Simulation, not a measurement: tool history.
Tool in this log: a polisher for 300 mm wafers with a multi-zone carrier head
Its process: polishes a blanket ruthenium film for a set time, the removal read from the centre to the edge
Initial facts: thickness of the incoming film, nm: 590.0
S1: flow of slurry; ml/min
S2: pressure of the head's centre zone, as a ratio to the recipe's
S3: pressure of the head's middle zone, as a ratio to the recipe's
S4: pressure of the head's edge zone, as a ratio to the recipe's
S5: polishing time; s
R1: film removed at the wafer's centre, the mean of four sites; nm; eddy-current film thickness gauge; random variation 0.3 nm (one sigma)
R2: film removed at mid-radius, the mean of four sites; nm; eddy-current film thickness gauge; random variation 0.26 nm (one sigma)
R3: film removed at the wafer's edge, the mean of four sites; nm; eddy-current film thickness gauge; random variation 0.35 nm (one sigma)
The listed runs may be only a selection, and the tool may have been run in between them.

run	hour	S1	S2	S3	S4	S5	R1	R2	R3
1	0	285	1	1	1	52	52.56	51.71	52.705
2	1.8	285	1.06	1	1	52	54.975	52.643	51.681
3	7.8	285	1.06	0.93	1	52	54.964	48.976	52.674
4	11	285	1.06	0.93	1	58	61.159	55.146	58.513
5	13.3	275	1.01	0.94	0.96	55	56.427	53.174	53.942
6	14.2	220	1.01	0.94	0.96	55	52.962	51.288	52.815

Run 7 is up next; what results do you expect?
7	19.6	220	0.91	0.86	0.86	47	?	?	?

{"run 7": {"R1": 41.528, "R2": 40.101, "R3": 43.202}}

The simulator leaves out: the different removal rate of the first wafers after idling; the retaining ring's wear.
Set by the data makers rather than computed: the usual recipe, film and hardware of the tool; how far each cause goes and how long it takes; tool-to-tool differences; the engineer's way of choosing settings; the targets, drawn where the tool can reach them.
